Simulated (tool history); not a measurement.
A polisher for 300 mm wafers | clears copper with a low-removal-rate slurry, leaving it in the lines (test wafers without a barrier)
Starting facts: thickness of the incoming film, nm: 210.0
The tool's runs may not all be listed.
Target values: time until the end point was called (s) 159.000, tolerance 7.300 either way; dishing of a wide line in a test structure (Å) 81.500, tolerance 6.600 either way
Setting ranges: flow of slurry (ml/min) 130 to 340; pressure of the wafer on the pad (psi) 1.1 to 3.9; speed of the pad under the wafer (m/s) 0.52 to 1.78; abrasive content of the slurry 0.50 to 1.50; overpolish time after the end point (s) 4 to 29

| run | hour | flow of slurry (ml/min) | pressure of the wafer on the pad (psi) | speed of the pad under the wafer (m/s) | abrasive content of the slurry | overpolish time after the end point (s) | time until the end point was called (s) | dishing of a wide line in a test structure (Å) |
|---|---|---|---|---|---|---|---|---|
| 1 | 0.0 | 220 | 2.5 | 1.14 | 1.00 | 15 | 87.182 | 255.290 |
| 2 | 8.0 | 220 | 2.3 | 1.12 | 1.00 | 13 | 93.668 | 204.210 |
| 3 | 16.1 | 220 | 2.1 | 1.08 | 1.00 | 12 | 109.980 | 171.390 |
| 4 | 24.4 | 220 | 2.6 | 1.08 | 1.00 | 12 | 86.708 | 202.540 |
| 5 | 26.5 | 265 | 2.6 | 1.08 | 1.00 | 12 | 85.468 | 221.350 |
| 6 | 32.2 | 220 | 2.6 | 1.08 | 1.00 | 12 | 86.133 | 210.130 |
| 7 | 38.3 | 220 | 2.3 | 1.08 | 1.00 | 11 | 98.092 | 173.690 |
| 8 | 39.8 | 220 | 1.6 | 1.06 | 1.00 | 5 | 138.130 | 57.937 |
| 9 | 41.0 | 220 | 1.6 | 1.04 | 1.00 | 6 | 141.870 | 68.516 |
| 10 | 45.4 | 220 | 1.6 | 1.04 | 1.00 | 6 | 145.260 | 69.384 |
| 11 | 46.8 | 220 | 1.6 | 1.04 | 1.00 | 6 | 142.890 | 66.759 |
| 12 | 49.9 | 220 | 1.6 | 1.04 | 1.00 | 7 | 142.280 | 78.404 |

Consider the 5 candidate settings below. Which is the only one whose results all fall within their allowed miss of target?
| A | 53.0 | 220 | 1.6 | 1.16 | 0.95 | 6 | ? | ? |
| B | 53.0 | 160 | 1.1 | 1.52 | 0.75 | 8 | ? | ? |
| C | 53.0 | 275 | 1.8 | 1.06 | 1.00 | 5 | ? | ? |
| D | 53.0 | 185 | 2.0 | 1.00 | 0.95 | 6 | ? | ? |
| E | 53.0 | 225 | 1.6 | 1.22 | 1.15 | 6 | ? | ? |

| move | time until the end point was called (s) | dishing of a wide line in a test structure (Å) |
|---|---|---|
| A | 131.000 | 74.841 |
| B | 161.620 | 79.948 |
| C | 122.180 | 67.346 |
| D | 123.800 | 79.250 |
| E | 119.820 | 81.443 |
A: its largest miss is bigger than the last run's
B: in spec on every target
C: its largest miss is bigger than the last run's
D: its largest miss is bigger than the last run's
E: its largest miss is bigger than the last run's
The right move is B.
